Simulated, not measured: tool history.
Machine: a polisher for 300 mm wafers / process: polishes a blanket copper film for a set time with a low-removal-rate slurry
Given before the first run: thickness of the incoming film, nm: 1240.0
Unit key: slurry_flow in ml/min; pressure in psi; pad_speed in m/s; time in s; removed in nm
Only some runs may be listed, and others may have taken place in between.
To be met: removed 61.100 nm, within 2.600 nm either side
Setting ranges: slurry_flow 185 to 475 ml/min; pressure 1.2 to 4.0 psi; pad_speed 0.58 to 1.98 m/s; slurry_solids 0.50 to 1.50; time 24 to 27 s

| run | hour | slurry_flow | pressure | pad_speed | slurry_solids | time | removed |
|---|---|---|---|---|---|---|---|
| 1 | 0.0 | 305 | 2.6 | 1.28 | 1.00 | 27 | 77.763 |
| 2 | 6.2 | 305 | 2.4 | 1.28 | 1.00 | 27 | 71.655 |
| 3 | 10.0 | 305 | 2.3 | 1.28 | 1.00 | 27 | 69.546 |
| 4 | 13.7 | 305 | 2.3 | 0.98 | 1.00 | 27 | 55.098 |
| 5 | 18.7 | 305 | 2.4 | 0.98 | 1.00 | 27 | 57.912 |
| 6 | 19.8 | 305 | 1.8 | 0.98 | 1.00 | 27 | 44.007 |
| 7 | 22.0 | 305 | 2.0 | 0.98 | 1.00 | 27 | 47.745 |
| 8 | 22.7 | 305 | 2.1 | 0.98 | 1.00 | 27 | 50.756 |
| 9 | 28.9 | 305 | 2.2 | 0.98 | 1.00 | 27 | 53.021 |
| 10 | 30.4 | 305 | 2.3 | 0.98 | 1.00 | 27 | 55.124 |
| 11 | 35.2 | 305 | 2.4 | 0.98 | 1.00 | 27 | 58.005 |

Exercise: of the 5 proposed moves below, exactly one satisfies all targets within the stated allowed misses. Which move is it?
| A | 40.0 | 250 | 2.6 | 0.86 | 0.95 | 27 | ? |
| B | 40.0 | 340 | 3.2 | 0.90 | 0.90 | 26 | ? |
| C | 40.0 | 310 | 2.6 | 0.90 | 1.25 | 24 | ? |
| D | 40.0 | 360 | 2.2 | 1.22 | 0.85 | 27 | ? |
| E | 40.0 | 315 | 2.7 | 0.92 | 1.00 | 24 | ? |

| move | removed |
|---|---|
| A | 54.108 |
| B | 66.983 |
| C | 55.591 |
| D | 60.884 |
| E | 54.809 |
A: further off than the last run
B: the result that was furthest off in the last run now lies on the other side of its target
C: further off than the last run
D: meets every target
E: further off than the last run
Move D is the one to make.
